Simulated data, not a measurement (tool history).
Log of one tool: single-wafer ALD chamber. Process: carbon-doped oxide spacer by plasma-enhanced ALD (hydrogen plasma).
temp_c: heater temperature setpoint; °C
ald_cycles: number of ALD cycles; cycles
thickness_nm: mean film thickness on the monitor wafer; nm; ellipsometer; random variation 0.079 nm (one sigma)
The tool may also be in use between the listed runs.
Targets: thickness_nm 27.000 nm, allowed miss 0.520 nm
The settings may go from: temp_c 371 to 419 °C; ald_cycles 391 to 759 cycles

Run 1, day 0.000: temp_c 395 °C, ald_cycles 575 cycles. Result: thickness_nm 29.372 nm.
Run 2, day 0.288: temp_c 395 °C, ald_cycles 649 cycles. Result: thickness_nm 33.258 nm.
Run 3, day 0.442: temp_c 395 °C, ald_cycles 711 cycles. Result: thickness_nm 36.245 nm.
Run 4, day 0.642: temp_c 395 °C, ald_cycles 653 cycles. Result: thickness_nm 33.635 nm.
Run 5, day 0.921: temp_c 395 °C, ald_cycles 612 cycles. Result: thickness_nm 31.398 nm.
Run 6, day 1.204: temp_c 395 °C, ald_cycles 571 cycles. Result: thickness_nm 29.132 nm.
Run 7, day 1.388: temp_c 395 °C, ald_cycles 558 cycles. Result: thickness_nm 28.658 nm.
Run 8, day 1.671: temp_c 395 °C, ald_cycles 547 cycles. Result: thickness_nm 28.044 nm.
Run 9, day 1.921: temp_c 395 °C, ald_cycles 547 cycles. Result: thickness_nm 27.961 nm.
Run 10, day 2.329: temp_c 395 °C, ald_cycles 541 cycles. Result: thickness_nm 27.616 nm.
Run 11, day 2.604: temp_c 395 °C, ald_cycles 537 cycles. Result: thickness_nm 27.555 nm.

5 next moves are on the table. One of them brings every result within its allowed miss. Which?
Run A, day 2.879: temp_c 393 °C, ald_cycles 498 cycles. Result: thickness_nm ?.
Run B, day 2.879: temp_c 397 °C, ald_cycles 500 cycles. Result: thickness_nm ?.
Run C, day 2.879: temp_c 382 °C, ald_cycles 523 cycles. Result: thickness_nm ?.
Run D, day 2.879: temp_c 395 °C, ald_cycles 509 cycles. Result: thickness_nm ?.
Run E, day 2.879: temp_c 393 °C, ald_cycles 504 cycles. Result: thickness_nm ?.

move  thickness_nm
   A        25.532
   B        25.635
   C        26.814
   D        26.096
   E        25.840
A: takes the result that was furthest off past its target
B: takes the result that was furthest off past its target
C: meets every target
D: takes the result that was furthest off past its target
E: takes the result that was furthest off past its target
Move C is the one to make.

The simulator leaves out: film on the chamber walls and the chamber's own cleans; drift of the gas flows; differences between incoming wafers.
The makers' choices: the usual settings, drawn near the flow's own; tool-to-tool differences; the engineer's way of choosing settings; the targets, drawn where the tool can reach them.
